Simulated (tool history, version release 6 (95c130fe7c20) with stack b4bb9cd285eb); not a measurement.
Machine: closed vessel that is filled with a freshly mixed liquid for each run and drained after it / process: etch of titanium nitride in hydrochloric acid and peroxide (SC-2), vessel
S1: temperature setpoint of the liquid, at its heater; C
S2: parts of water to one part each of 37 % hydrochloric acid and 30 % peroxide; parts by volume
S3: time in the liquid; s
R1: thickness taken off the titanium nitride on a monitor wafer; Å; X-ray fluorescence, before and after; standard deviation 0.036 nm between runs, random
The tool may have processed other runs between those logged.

| run | hour | S1 | S2 | S3 | R1 |
|---|---|---|---|---|---|
| 1 | 0.0 | 58.0 | 6 | 150 | 113.280 |
| 2 | 5.3 | 64.0 | 6 | 150 | 160.720 |
| 3 | 12.5 | 61.5 | 6 | 150 | 140.880 |
| 4 | 21.4 | 59.5 | 6 | 150 | 126.870 |
| 5 | 23.8 | 57.5 | 6 | 150 | 110.370 |
| 6 | 28.2 | 57.5 | 6 | 150 | 108.730 |
| 7 | 37.1 | 49.5 | 7 | 150 | 58.386 |
| 8 | 44.3 | 48.5 | 7 | 150 | 54.438 |

Run 9 is up next; what results do you expect?
| 9 | 50.2 | 48.0 | 7 | 150 | ? |

R1: 51.835 Å
